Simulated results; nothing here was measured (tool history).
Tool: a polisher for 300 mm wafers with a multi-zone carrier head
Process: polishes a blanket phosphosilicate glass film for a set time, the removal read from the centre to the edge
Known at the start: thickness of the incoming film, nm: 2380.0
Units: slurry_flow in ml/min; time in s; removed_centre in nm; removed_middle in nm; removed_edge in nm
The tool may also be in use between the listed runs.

| run | day | slurry_flow | centre_zone | middle_zone | edge_zone | slurry_solids | time | removed_centre | removed_middle | removed_edge |
|---|---|---|---|---|---|---|---|---|---|---|
| 1 | 0 | 215 | 1 | 1 | 1 | 1 | 38 | 440.53 | 441.97 | 443.27 |
| 2 | 0.092 | 205 | 0.95 | 0.98 | 0.99 | 0.9 | 38 | 395.84 | 413.1 | 419.75 |
| 3 | 0.417 | 205 | 0.95 | 0.98 | 0.99 | 0.9 | 30 | 308.72 | 327.4 | 330.08 |
| 4 | 0.533 | 205 | 0.95 | 0.98 | 0.99 | 0.75 | 30 | 286.71 | 307.08 | 308.33 |
| 5 | 0.883 | 205 | 0.95 | 1.02 | 0.99 | 0.75 | 30 | 290.79 | 310.04 | 304.47 |
| 6 | 0.988 | 220 | 0.93 | 1.02 | 1.03 | 0.8 | 30 | 290.26 | 320.2 | 317.91 |

Run 7 is up next; what results do you expect?
| 7 | 1.233 | 245 | 0.91 | 1.02 | 1.13 | 0.95 | 30 | ? | ? | ? |

removed_centre: 311.41 nm
removed_middle: 342.06 nm
removed_edge: 365.55 nm
